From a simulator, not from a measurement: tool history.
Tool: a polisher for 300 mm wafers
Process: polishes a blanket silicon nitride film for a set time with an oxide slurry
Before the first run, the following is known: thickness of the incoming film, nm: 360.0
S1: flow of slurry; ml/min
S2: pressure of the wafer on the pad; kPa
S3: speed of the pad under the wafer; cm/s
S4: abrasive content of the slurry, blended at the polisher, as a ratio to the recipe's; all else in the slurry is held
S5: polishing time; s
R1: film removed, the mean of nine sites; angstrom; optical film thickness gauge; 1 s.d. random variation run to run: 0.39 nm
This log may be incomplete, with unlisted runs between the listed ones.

run,hour,S1,S2,S3,S4,S5,R1
1,0.0,195,27.6,102,1.0,51,289.45
2,5.8,195,27.6,102,1.1,51,304.50
3,14.8,195,29.0,102,1.1,51,321.21
4,20.3,195,29.6,102,1.1,51,333.80
5,21.3,195,29.6,102,1.1,51,334.18
6,28.1,160,29.6,102,1.1,51,324.81
7,28.7,160,30.3,102,1.1,51,332.51

Expected results for the next run?
# hour 31.2: slurry blender recalibrated
8,31.2,185,37.2,104,1.1,51,?

Run 8 gave R1 482.27 angstrom.
